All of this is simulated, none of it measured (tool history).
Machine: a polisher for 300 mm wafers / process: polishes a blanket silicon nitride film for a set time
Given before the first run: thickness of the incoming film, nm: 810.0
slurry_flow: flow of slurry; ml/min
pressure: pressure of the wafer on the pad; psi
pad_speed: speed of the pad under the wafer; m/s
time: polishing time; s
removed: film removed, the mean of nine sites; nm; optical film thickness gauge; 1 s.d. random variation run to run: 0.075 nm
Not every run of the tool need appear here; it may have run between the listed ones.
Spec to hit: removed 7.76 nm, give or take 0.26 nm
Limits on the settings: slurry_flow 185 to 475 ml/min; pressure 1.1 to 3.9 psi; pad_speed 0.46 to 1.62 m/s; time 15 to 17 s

run  hour  slurry_flow  pressure  pad_speed  time  removed
  1     0          305       2.5       1.04    17   18.969
  2     2          305       2.2       0.96    17   15.961
  3   4.1          305         2       0.88    17   13.281
  4   8.8          305       1.8       0.86    17   12.002
  5  11.9          305       1.8       0.98    17   13.229
  6  15.1          305       1.3       0.98    17   9.6687
  7  17.4          305       1.3       0.96    17   9.6256
  8  25.4          305       1.3       0.94    17   9.3602
  9  31.3          305       1.1        0.8    17   7.1613

Of the 4 settings listed for the next run, only one would bring every result within its allowed miss of target. Which one?
  A  37.2          270       1.1        1.1    15        ?
  B  37.2          315       1.1       0.82    17        ?
  C  37.2          220       1.1       0.84    17        ?
  D  37.2          265       1.2       0.82    16        ?

move  removed
   A   7.8412
   B   7.3001
   C   7.1325
   D   7.3255
A: meets every target
B: moves toward the targets from the last run without getting all of them in spec
C: neither nearer nor further off than the last run
D: moves toward the targets from the last run without getting all of them in spec
A is the move that brings every result within its allowed miss.

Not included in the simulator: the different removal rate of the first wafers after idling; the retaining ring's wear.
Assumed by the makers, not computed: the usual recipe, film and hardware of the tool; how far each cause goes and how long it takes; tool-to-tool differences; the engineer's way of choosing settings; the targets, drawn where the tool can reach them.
